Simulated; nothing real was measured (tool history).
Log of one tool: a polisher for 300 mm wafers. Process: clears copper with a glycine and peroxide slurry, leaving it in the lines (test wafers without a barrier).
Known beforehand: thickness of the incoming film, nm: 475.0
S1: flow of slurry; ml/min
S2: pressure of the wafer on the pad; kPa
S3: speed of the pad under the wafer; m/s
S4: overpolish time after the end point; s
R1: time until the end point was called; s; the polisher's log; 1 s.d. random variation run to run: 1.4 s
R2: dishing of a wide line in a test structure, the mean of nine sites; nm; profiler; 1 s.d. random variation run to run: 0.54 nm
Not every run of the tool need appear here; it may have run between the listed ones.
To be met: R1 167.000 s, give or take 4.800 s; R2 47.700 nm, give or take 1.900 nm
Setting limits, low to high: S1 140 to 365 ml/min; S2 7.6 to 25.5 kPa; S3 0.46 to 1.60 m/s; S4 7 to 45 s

| run | hour | S1 | S2 | S3 | S4 | R1 | R2 |
|---|---|---|---|---|---|---|---|
| 1 | 0.0 | 235 | 16.5 | 1.02 | 23 | 107.600 | 49.421 |
| 2 | 1.4 | 235 | 16.5 | 1.26 | 23 | 89.684 | 51.747 |
| 3 | 7.0 | 235 | 15.2 | 1.24 | 24 | 96.082 | 51.558 |
| 4 | 14.0 | 235 | 14.5 | 1.20 | 25 | 104.180 | 51.900 |
| 5 | 19.9 | 210 | 14.5 | 1.20 | 25 | 104.480 | 50.076 |
| 6 | 25.8 | 210 | 14.5 | 1.20 | 30 | 104.650 | 54.995 |
| 7 | 33.8 | 205 | 13.8 | 1.18 | 31 | 110.110 | 54.298 |
| 8 | 41.0 | 200 | 13.1 | 1.16 | 32 | 118.820 | 54.794 |
| 9 | 44.2 | 195 | 12.4 | 1.16 | 32 | 122.460 | 52.381 |
| 10 | 49.5 | 190 | 11.7 | 1.16 | 33 | 131.760 | 53.142 |
| 11 | 52.1 | 185 | 11.0 | 1.16 | 33 | 136.540 | 51.705 |
| 12 | 52.9 | 175 | 7.6 | 1.12 | 35 | 182.850 | 44.742 |

Which one of the following 4 next-run settings gets every result inside its allowed miss? There is exactly one.
| A | 53.7 | 180 | 9.0 | 1.08 | 42 | ? | ? |
| B | 53.7 | 210 | 8.3 | 1.14 | 35 | ? | ? |
| C | 53.7 | 215 | 8.3 | 1.14 | 40 | ? | ? |
| D | 53.7 | 160 | 8.3 | 1.20 | 43 | ? | ? |

| move | R1 | R2 |
|---|---|---|
| A | 165.660 | 52.867 |
| B | 164.750 | 47.467 |
| C | 164.220 | 51.384 |
| D | 166.200 | 52.749 |
A: meets the target for the result that was furthest off, but another lies outside its allowed miss
B: meets every target
C: meets the target for the result that was furthest off, but another lies outside its allowed miss
D: meets the target for the result that was furthest off, but another lies outside its allowed miss
Answer: B

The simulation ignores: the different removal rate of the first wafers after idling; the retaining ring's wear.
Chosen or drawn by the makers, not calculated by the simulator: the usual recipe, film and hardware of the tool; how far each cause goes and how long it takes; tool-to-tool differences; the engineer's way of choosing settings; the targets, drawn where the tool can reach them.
